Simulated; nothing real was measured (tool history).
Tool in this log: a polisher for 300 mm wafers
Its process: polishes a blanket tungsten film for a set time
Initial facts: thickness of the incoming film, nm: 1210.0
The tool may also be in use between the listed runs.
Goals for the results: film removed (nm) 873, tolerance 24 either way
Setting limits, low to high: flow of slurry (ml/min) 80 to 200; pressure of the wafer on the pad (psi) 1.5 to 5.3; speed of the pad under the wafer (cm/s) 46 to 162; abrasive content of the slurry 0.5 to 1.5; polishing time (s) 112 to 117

run    day  flow of slurry (ml/min)  pressure of the wafer on the pad (psi)  speed of the pad under the wafer (cm/s)  abrasive content of the slurry  polishing time (s)  film removed (nm)
  1      0                      130                                     3.4                                      104                               1                 112             512.55
  2  0.117                      130                                     4.2                                      104                               1                 112             590.86
  3  0.312                      150                                     4.2                                      104                               1                 112             608.79
  4  0.508                      150                                     4.2                                       88                               1                 112             508.52
  5  0.708                      155                                     4.6                                       98                               1                 112             606.87
  6  0.967                      155                                     4.8                                      106                               1                 112             679.76
  7  1.196                      180                                     5.3                                      116                               1                 112             823.15
  8  1.275                      180                                     5.3                                      118                               1                 112             834.83
  9  1.558                      180                                     5.3                                      120                               1                 112                848

Exactly one of the 4 candidate moves below puts every result within its allowed miss. Which one?
  A  1.842                      180                                     4.6                                      124                            1.05                 112                  ?
  B  1.842                      175                                       5                                      124                            0.95                 112                  ?
  C  1.842                      160                                     4.2                                      128                             1.5                 116                  ?
  D  1.842                      200                                       5                                      110                            1.15                 114                  ?

move  film removed (nm)
   A             796.71
   B             817.17
   C             881.34
   D             804.25
A: moves away from the targets compared with the last run
B: moves away from the targets compared with the last run
C: all results in spec
D: moves away from the targets compared with the last run
Go with C: it meets all targets.
